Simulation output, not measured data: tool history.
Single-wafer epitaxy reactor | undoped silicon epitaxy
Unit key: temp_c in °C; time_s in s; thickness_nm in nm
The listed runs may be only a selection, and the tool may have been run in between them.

{"run": 1, "day": 0.0, "temp_c": 665, "time_s": 160, "thickness_nm": 37.736}
{"run": 2, "day": 0.25, "temp_c": 671, "time_s": 160, "thickness_nm": 41.85}
{"run": 3, "day": 0.321, "temp_c": 674, "time_s": 160, "thickness_nm": 43.973}
{"run": 4, "day": 0.538, "temp_c": 670, "time_s": 160, "thickness_nm": 41.058}
{"run": 5, "day": 0.888, "temp_c": 666, "time_s": 160, "thickness_nm": 38.07}
{"run": 6, "day": 0.979, "temp_c": 670, "time_s": 161, "thickness_nm": 41.129}
{"run": 7, "day": 1.192, "temp_c": 674, "time_s": 162, "thickness_nm": 44.64}
{"run": 8, "day": 1.358, "temp_c": 677, "time_s": 162, "thickness_nm": 47.277}
{"run": 9, "day": 1.583, "temp_c": 677, "time_s": 162, "thickness_nm": 47.245}
{"run": 10, "day": 1.667, "temp_c": 679, "time_s": 162, "thickness_nm": 48.972}
{"run": 11, "day": 1.725, "temp_c": 681, "time_s": 162, "thickness_nm": 50.461}

Predict the results of run 12:
{"run": 12, "day": 1.888, "temp_c": 682, "time_s": 162, "thickness_nm": "?"}

Run 12 came out at thickness_nm 51.916 nm.
